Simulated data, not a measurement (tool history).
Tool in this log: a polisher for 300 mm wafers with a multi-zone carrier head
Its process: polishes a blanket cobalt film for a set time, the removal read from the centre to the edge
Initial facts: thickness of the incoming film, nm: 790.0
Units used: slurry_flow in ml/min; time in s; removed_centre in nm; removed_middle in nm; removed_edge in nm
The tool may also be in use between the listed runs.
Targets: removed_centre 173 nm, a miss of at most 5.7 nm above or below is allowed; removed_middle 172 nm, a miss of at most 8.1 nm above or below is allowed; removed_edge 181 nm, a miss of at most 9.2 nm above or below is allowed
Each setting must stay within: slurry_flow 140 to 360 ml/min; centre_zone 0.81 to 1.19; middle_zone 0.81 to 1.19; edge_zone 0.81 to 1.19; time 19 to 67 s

run    day  slurry_flow  centre_zone  middle_zone  edge_zone  time  removed_centre  removed_middle  removed_edge
  1      0          230            1            1          1    43           322.4          337.22        328.56
  2  0.129          225         0.98         0.95       0.97    35          261.54          256.88        263.04
  3  0.342          225         0.98         0.95       0.91    35           260.4          262.47         259.9
  4  0.692          220         0.95         0.93        0.9    30          211.02          212.69        220.88
  5  1.046          220         0.95         0.93       0.83    30          210.48          217.97        216.07
  6  1.367          220         0.94         0.91       0.82    28           198.3          193.19        196.07
  7  1.504          215         0.92          0.9       0.82    28          194.73          195.25        201.21
  8  1.829          215         0.91          0.9       0.82    27          183.24          188.45        190.86
  9  2.042          215         0.91          0.9       0.82    27          183.01           190.7        194.39
 10  2.075          215         0.91         0.89       0.82    26          176.42          181.63        186.11

5 candidate next runs follow, results not yet known. Just one meets every target within its allowed miss. Identify it.
  A  2.108          205         0.96         0.81       0.93    24               ?               ?             ?
  B  2.108          280         0.92         0.98       0.87    25               ?               ?             ?
  C  2.108          250         1.04         0.85       0.81    22               ?               ?             ?
  D  2.108          160         0.94         0.88       0.86    26               ?               ?             ?
  E  2.108          280          1.1         0.86       0.81    22               ?               ?             ?

move  removed_centre  removed_middle  removed_edge
   A           168.8           155.3         179.1
   B          174.55          195.44        185.98
   C          171.62           151.1        158.65
   D          173.43             175         184.5
   E          183.75          154.13         159.9
A: carries the result that was furthest off beyond its target, to the other side
B: misses by more than the last run did
C: carries the result that was furthest off beyond its target, to the other side
D: every result within its allowed miss
E: carries the result that was furthest off beyond its target, to the other side
D meets every target.
